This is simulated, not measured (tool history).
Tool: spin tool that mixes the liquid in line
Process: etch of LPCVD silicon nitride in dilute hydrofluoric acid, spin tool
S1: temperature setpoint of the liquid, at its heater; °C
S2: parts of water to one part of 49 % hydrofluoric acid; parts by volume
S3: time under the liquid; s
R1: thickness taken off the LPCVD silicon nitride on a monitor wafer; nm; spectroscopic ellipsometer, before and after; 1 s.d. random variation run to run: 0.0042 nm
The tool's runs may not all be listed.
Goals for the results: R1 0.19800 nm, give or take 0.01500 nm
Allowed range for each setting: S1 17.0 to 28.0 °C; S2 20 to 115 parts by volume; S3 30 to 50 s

| run | hour | S1 | S2 | S3 | R1 |
|---|---|---|---|---|---|
| 1 | 0.0 | 20.0 | 65 | 50 | 0.32315 |
| 2 | 4.7 | 20.0 | 65 | 50 | 0.32456 |
| 3 | 13.5 | 20.0 | 55 | 50 | 0.37043 |
| 4 | 15.2 | 19.5 | 65 | 45 | 0.28909 |
| 5 | 21.9 | 17.5 | 65 | 45 | 0.25028 |
| 6 | 23.0 | 17.5 | 65 | 50 | 0.28235 |
| 7 | 28.0 | 17.5 | 70 | 50 | 0.24927 |
| 8 | 34.1 | 17.5 | 75 | 50 | 0.23912 |
| 9 | 38.8 | 17.5 | 80 | 50 | 0.22727 |

Of the 5 settings listed for the next run, only one would bring every result within its allowed miss of target. Which one?
| A | 43.5 | 19.0 | 80 | 50 | ? |
| B | 43.5 | 23.0 | 70 | 35 | ? |
| C | 43.5 | 20.0 | 65 | 30 | ? |
| D | 43.5 | 20.5 | 80 | 30 | ? |
| E | 43.5 | 19.5 | 85 | 50 | ? |

| move | R1 |
|---|---|
| A | 0.24444 |
| B | 0.25616 |
| C | 0.19240 |
| D | 0.16260 |
| E | 0.23850 |
A: lands further from the targets than the last run did
B: lands further from the targets than the last run did
C: meets every target
D: takes the result that was furthest off past its target
E: lands further from the targets than the last run did
C meets every target.
